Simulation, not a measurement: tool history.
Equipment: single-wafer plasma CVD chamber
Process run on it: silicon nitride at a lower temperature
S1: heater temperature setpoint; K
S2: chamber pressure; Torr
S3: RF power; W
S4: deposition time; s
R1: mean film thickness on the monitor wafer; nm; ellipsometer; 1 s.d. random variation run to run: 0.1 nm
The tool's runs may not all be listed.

Run 1, hour 0: S1 603.15 K, S2 1.07 Torr, S3 310 W, S4 29.2 s. Result: R1 31.455 nm.
Run 2, hour 3.4: S1 603.15 K, S2 0.97 Torr, S3 310 W, S4 29.2 s. Result: R1 30.315 nm.
Run 3, hour 10.4: S1 603.15 K, S2 1.04 Torr, S3 310 W, S4 29.2 s. Result: R1 31.16 nm.
Run 4, hour 13.4: S1 603.15 K, S2 1.04 Torr, S3 275 W, S4 29.2 s. Result: R1 28.498 nm.
Run 5, hour 17.3: S1 603.15 K, S2 1.04 Torr, S3 240 W, S4 29.2 s. Result: R1 25.658 nm.
Run 6, hour 23.8: S1 610.15 K, S2 1.04 Torr, S3 240 W, S4 29.2 s. Result: R1 25.775 nm.
Run 7, hour 24.7: S1 610.15 K, S2 1.14 Torr, S3 255 W, S4 29.2 s. Result: R1 27.952 nm.
Run 8, hour 30: S1 610.15 K, S2 1.22 Torr, S3 260 W, S4 29.2 s. Result: R1 29.099 nm.
Run 9, hour 31.2: S1 610.15 K, S2 1.28 Torr, S3 265 W, S4 29.2 s. Result: R1 29.823 nm.
Run 10, hour 32: S1 610.15 K, S2 1.33 Torr, S3 270 W, S4 29.2 s. Result: R1 30.703 nm.

Forecast run 11:
Run 11, hour 33.5: S1 610.15 K, S2 1.37 Torr, S3 275 W, S4 29.2 s. Result: R1 ?.

R1: 31.385 nm

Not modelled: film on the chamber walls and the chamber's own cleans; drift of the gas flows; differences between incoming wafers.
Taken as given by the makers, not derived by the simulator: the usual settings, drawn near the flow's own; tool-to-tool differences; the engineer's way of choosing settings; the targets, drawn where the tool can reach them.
